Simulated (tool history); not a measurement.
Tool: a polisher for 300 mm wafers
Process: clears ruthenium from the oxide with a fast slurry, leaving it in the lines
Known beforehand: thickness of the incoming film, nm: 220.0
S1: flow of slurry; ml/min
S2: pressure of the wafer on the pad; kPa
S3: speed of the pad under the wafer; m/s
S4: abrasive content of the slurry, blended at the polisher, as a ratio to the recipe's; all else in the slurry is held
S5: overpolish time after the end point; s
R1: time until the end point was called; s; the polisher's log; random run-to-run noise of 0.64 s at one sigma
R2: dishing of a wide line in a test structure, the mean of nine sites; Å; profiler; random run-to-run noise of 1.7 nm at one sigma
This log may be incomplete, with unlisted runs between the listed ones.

run 1 day=0.000 | S1=155 S2=17.2 S3=1.28 S4=1.00 S5=28 | R1=48.479 R2=787.57
run 2 day=0.312 | S1=140 S2=17.2 S3=1.28 S4=1.00 S5=28 | R1=49.663 R2=770.94
run 3 day=0.533 | S1=140 S2=17.2 S3=1.42 S4=1.00 S5=28 | R1=45.056 R2=863.09
run 4 day=0.762 | S1=115 S2=17.2 S3=1.42 S4=1.00 S5=28 | R1=46.485 R2=825.09
run 5 day=1.125 | S1=110 S2=15.9 S3=1.42 S4=1.00 S5=29 | R1=51.196 R2=793.80
run 6 day=1.454 | S1=110 S2=15.9 S3=1.42 S4=1.15 S5=29 | R1=49.875 R2=807.54

Expected results for the next run?
run 7 day=1.538 | S1=105 S2=14.5 S3=1.42 S4=1.15 S5=30 | R1=? R2=?

Run 7 measured R1 55.085 s, R2 751.93 Å.

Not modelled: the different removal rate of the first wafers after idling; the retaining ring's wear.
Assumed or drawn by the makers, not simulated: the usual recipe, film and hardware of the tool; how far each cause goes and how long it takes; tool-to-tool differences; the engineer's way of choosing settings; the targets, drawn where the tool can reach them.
